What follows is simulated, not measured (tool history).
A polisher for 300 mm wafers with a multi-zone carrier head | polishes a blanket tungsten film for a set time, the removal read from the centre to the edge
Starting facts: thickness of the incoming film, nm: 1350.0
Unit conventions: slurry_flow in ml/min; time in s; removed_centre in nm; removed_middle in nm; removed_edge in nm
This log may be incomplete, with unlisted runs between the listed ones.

| run | hour | slurry_flow | centre_zone | middle_zone | edge_zone | slurry_solids | time | removed_centre | removed_middle | removed_edge |
|---|---|---|---|---|---|---|---|---|---|---|
| 1 | 0.0 | 260 | 1.00 | 1.00 | 1.00 | 1.00 | 83 | 403.83 | 381.04 | 381.32 |
| 2 | 4.9 | 265 | 1.01 | 1.05 | 1.03 | 1.15 | 86 | 429.30 | 442.55 | 418.05 |
| 3 | 9.3 | 265 | 0.96 | 1.05 | 1.03 | 1.15 | 86 | 413.67 | 436.59 | 411.73 |
| 4 | 16.1 | 275 | 1.02 | 1.07 | 1.06 | 1.25 | 87 | 456.00 | 462.30 | 437.00 |
| 5 | 19.4 | 275 | 1.04 | 1.10 | 1.08 | 1.30 | 89 | 472.52 | 483.27 | 453.25 |
| 6 | 21.7 | 285 | 1.05 | 1.12 | 1.09 | 1.35 | 91 | 498.31 | 507.02 | 471.02 |
| 7 | 24.8 | 285 | 1.05 | 1.12 | 1.09 | 1.35 | 91 | 499.86 | 511.06 | 472.58 |

Expected results for the next run?
| 8 | 29.2 | 295 | 1.05 | 1.14 | 1.10 | 1.40 | 92 | ? | ? | ? |

removed_centre: 504.20 nm
removed_middle: 534.70 nm
removed_edge: 495.40 nm
